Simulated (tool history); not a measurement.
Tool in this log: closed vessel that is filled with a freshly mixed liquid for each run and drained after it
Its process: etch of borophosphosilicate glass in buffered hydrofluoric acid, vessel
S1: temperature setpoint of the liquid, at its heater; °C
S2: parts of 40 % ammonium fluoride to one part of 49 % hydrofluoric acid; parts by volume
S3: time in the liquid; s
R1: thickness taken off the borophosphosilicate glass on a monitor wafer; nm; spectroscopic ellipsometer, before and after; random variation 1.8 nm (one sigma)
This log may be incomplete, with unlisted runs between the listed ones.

run	hour	S1	S2	S3	R1
1	0	23	18	95	133.71
2	0.9	25.5	18	95	153.72
3	1.9	22.5	18	95	129.29
4	3.6	23.5	18	95	138.51
5	8.7	24.5	18	95	145.9
6	15.5	25	18	95	148.12
7	22.1	25.5	18	95	152.76

What does the tool deliver on the next run?
8	24.6	26	18	95	?

{"run 8": {"R1": 158.68}}
